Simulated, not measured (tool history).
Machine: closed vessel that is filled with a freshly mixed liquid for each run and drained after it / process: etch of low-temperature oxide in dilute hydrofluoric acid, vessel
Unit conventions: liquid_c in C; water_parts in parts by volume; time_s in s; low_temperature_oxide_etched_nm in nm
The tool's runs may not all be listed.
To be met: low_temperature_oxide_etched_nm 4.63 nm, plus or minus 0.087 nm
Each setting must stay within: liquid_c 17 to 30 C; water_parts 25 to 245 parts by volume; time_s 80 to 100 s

run  hour  liquid_c  water_parts  time_s  low_temperature_oxide_etched_nm
  1     0        22          135     100                           7.3425
  2   3.4      20.5          145     100                            6.321
  3  10.2      19.5          150     100                           5.8299
  4  14.4        19          155     100                           5.5295
  5  18.5        17          155     100                           5.0656
  6  27.3        17          160     100                           4.8742
  7  35.4        17          165     100                           4.7223
  8  38.8        17          165      95                           4.4828

Next run, 4 choices. One meets every target within its allowed miss, the rest don't. Which?
  A  42.2      17.5          175      95                                ?
  B  42.2        17          160      95                                ?
  C  42.2        17          145      80                                ?
  D  42.2        17          150      80                                ?

move  low_temperature_oxide_etched_nm
   A                           4.2473
   B                           4.6261
   C                           4.3678
   D                           4.1998
A: the biggest miss grows against the last run
B: in spec on every target
C: the biggest miss grows against the last run
D: the biggest miss grows against the last run
The right move is B.

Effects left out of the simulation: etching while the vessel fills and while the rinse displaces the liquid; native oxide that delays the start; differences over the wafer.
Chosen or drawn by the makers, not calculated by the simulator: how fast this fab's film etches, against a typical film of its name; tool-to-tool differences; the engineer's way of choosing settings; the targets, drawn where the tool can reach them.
